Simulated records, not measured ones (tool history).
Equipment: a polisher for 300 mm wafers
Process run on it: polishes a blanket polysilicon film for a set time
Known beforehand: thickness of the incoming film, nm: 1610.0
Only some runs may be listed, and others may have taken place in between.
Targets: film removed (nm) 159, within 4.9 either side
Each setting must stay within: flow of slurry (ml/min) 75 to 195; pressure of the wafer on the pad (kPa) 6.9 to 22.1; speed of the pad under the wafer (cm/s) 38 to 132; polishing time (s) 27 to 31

run	hour	flow of slurry (ml/min)	pressure of the wafer on the pad (kPa)	speed of the pad under the wafer (cm/s)	polishing time (s)	film removed (nm)
1	0	125	14.5	84	31	176.8
2	8.2	115	14.5	84	31	172.48
3	9.4	115	12.4	84	31	147.56
4	18	115	12.4	84	31	146.05
5	18.7	125	12.4	84	31	150.84
6	24.8	125	12.4	104	31	189.54
7	31.4	95	10.3	104	31	145.82
# hour 32.7: worn pad replaced by a new one
8	32.7	100	10.3	104	31	166.69

Next run, 4 choices. One meets every target within its allowed miss, the rest don't. Which?
A	34	105	13.8	80	27	?
B	34	95	10.3	96	30	?
C	34	75	10.3	110	29	?
D	34	95	11	94	31	?

move	film removed (nm)
A	146.91
B	144.19
C	147.77
D	155.2
A: the result that was furthest off in the last run now lies on the other side of its target
B: the result that was furthest off in the last run now lies on the other side of its target
C: the result that was furthest off in the last run now lies on the other side of its target
D: every result lands within tolerance
D is the move that brings every result within its allowed miss.

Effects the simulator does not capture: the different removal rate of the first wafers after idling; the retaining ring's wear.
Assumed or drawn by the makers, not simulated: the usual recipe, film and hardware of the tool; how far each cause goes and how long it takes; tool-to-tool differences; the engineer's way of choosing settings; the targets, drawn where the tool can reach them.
